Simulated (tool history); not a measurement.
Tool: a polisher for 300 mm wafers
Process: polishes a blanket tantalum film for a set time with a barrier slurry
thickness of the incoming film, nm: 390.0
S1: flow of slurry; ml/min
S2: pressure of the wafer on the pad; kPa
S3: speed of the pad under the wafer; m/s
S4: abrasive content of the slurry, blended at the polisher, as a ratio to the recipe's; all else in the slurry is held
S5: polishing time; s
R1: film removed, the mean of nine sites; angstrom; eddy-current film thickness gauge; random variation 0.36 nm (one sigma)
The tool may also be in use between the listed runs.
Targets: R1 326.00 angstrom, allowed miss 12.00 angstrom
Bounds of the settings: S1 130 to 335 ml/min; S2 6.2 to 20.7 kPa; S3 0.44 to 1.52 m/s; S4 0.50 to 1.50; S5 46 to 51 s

run,hour,S1,S2,S3,S4,S5,R1
1,0.0,215,13.1,0.98,1.00,51,777.38
2,1.3,215,13.1,0.98,1.00,51,796.23
3,7.2,265,13.1,0.98,1.00,51,807.52
4,14.5,265,13.1,0.98,0.80,51,720.31
5,22.4,225,13.1,0.98,0.80,51,698.73
6,30.8,225,11.7,0.94,0.80,51,608.66
7,31.6,225,10.3,0.90,0.80,51,517.98
8,36.3,225,9.7,0.88,0.80,51,477.29
9,42.3,220,6.2,0.76,0.80,51,267.25
10,45.2,220,6.9,0.76,0.80,51,297.81

Which of these 5 next moves meets every target?
A,48.1,245,6.9,0.72,0.75,48,?
B,48.1,210,7.6,0.64,1.05,46,?
C,48.1,225,6.9,0.82,0.80,51,?
D,48.1,140,9.7,0.58,0.70,51,?
E,48.1,215,6.2,0.76,0.75,51,?

move,R1
A,260.64
B,286.37
C,324.36
D,270.80
E,260.42
A: further off than the last run
B: further off than the last run
C: meets every target
D: further off than the last run
E: further off than the last run
Answer: C
